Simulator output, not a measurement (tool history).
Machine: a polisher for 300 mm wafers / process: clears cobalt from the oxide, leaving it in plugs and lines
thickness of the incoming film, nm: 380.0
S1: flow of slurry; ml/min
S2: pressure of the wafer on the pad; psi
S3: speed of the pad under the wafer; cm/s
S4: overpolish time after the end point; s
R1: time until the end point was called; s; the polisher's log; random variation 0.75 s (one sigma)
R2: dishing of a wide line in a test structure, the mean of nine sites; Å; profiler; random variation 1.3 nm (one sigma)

Run 1, hour 0: S1 315 ml/min, S2 2 psi, S3 114 cm/s, S4 8 s. Result: R1 73.533 s, R2 327.05 Å.
Run 2, hour 0.8: S1 315 ml/min, S2 2 psi, S3 114 cm/s, S4 11 s. Result: R1 72.185 s, R2 410.03 Å.
Run 3, hour 4.4: S1 315 ml/min, S2 2.1 psi, S3 114 cm/s, S4 11 s. Result: R1 70.342 s, R2 433.36 Å.
Run 4, hour 8.4: S1 315 ml/min, S2 2.1 psi, S3 114 cm/s, S4 12 s. Result: R1 70.787 s, R2 439.33 Å.
Run 5, hour 10.6: S1 315 ml/min, S2 2.2 psi, S3 114 cm/s, S4 12 s. Result: R1 66.382 s, R2 455.35 Å.
Run 6, hour 14.8: S1 315 ml/min, S2 1.8 psi, S3 114 cm/s, S4 12 s. Result: R1 80.431 s, R2 412.72 Å.

What does the tool deliver on the next run?
Run 7, hour 19.7: S1 315 ml/min, S2 1.9 psi, S3 114 cm/s, S4 12 s. Result: R1 ?, R2 ?.

R1: 76.655 s
R2: 409.85 Å
